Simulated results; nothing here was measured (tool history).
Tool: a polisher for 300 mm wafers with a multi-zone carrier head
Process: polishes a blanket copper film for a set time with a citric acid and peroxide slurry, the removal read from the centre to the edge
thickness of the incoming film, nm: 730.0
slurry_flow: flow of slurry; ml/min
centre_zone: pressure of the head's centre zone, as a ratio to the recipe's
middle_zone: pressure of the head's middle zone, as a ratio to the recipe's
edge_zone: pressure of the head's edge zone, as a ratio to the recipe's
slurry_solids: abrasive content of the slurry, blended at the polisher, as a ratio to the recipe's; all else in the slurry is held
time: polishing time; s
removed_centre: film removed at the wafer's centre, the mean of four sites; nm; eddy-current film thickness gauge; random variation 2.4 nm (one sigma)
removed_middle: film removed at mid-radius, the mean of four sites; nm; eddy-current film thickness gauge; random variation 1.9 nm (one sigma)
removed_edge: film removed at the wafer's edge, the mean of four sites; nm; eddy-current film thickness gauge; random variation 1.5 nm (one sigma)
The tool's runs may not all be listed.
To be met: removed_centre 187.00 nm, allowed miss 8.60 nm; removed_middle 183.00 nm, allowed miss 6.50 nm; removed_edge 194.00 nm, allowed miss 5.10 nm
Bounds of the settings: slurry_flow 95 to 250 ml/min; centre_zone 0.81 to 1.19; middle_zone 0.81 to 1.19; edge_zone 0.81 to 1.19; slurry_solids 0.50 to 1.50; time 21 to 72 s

Run 1, hour 0.0: slurry_flow 160 ml/min, centre_zone 1.00, middle_zone 1.00, edge_zone 1.00, slurry_solids 1.00, time 46 s. Result: removed_centre 151.63 nm, removed_middle 150.82 nm, removed_edge 149.12 nm.
Run 2, hour 2.0: slurry_flow 160 ml/min, centre_zone 1.00, middle_zone 0.92, edge_zone 1.00, slurry_solids 1.00, time 46 s. Result: removed_centre 146.50 nm, removed_middle 142.10 nm, removed_edge 147.45 nm.
Run 3, hour 8.5: slurry_flow 160 ml/min, centre_zone 1.07, middle_zone 0.92, edge_zone 1.00, slurry_solids 1.00, time 46 s. Result: removed_centre 158.18 nm, removed_middle 142.12 nm, removed_edge 147.87 nm.
Run 4, hour 10.4: slurry_flow 160 ml/min, centre_zone 1.07, middle_zone 0.92, edge_zone 1.00, slurry_solids 1.00, time 35 s. Result: removed_centre 119.76 nm, removed_middle 108.38 nm, removed_edge 111.62 nm.
Run 5, hour 11.5: slurry_flow 165 ml/min, centre_zone 1.06, middle_zone 0.93, edge_zone 1.02, slurry_solids 1.05, time 37 s. Result: removed_centre 129.19 nm, removed_middle 114.58 nm, removed_edge 120.86 nm.
Run 6, hour 19.5: slurry_flow 165 ml/min, centre_zone 1.11, middle_zone 0.93, edge_zone 1.02, slurry_solids 1.05, time 37 s. Result: removed_centre 135.08 nm, removed_middle 118.13 nm, removed_edge 122.71 nm.
Run 7, hour 25.4: slurry_flow 170 ml/min, centre_zone 1.10, middle_zone 0.95, edge_zone 1.04, slurry_solids 1.10, time 38 s. Result: removed_centre 136.19 nm, removed_middle 124.04 nm, removed_edge 127.25 nm.
Run 8, hour 34.1: slurry_flow 170 ml/min, centre_zone 1.10, middle_zone 0.95, edge_zone 1.06, slurry_solids 1.15, time 39 s. Result: removed_centre 142.39 nm, removed_middle 126.50 nm, removed_edge 132.93 nm.

Which of these 4 next moves meets every target?
Run A, hour 42.8: slurry_flow 195 ml/min, centre_zone 0.94, middle_zone 1.07, edge_zone 1.09, slurry_solids 1.10, time 54 s. Result: removed_centre ?, removed_middle ?, removed_edge ?.
Run B, hour 42.8: slurry_flow 185 ml/min, centre_zone 1.03, middle_zone 0.99, edge_zone 1.06, slurry_solids 1.25, time 53 s. Result: removed_centre ?, removed_middle ?, removed_edge ?.
Run C, hour 42.8: slurry_flow 200 ml/min, centre_zone 1.14, middle_zone 1.06, edge_zone 1.03, slurry_solids 1.15, time 53 s. Result: removed_centre ?, removed_middle ?, removed_edge ?.
Run D, hour 42.8: slurry_flow 120 ml/min, centre_zone 1.06, middle_zone 1.01, edge_zone 1.19, slurry_solids 1.10, time 57 s. Result: removed_centre ?, removed_middle ?, removed_edge ?.

move  removed_centre  removed_middle  removed_edge
   A          177.65          194.53        185.16
   B          191.33          182.20        183.71
   C          206.96          191.53        179.63
   D          192.07          183.00        193.60
A: nearer than the last run, and not there yet
B: nearer than the last run, and not there yet
C: nearer than the last run, and not there yet
D: meets every target
Move D is the one to make.
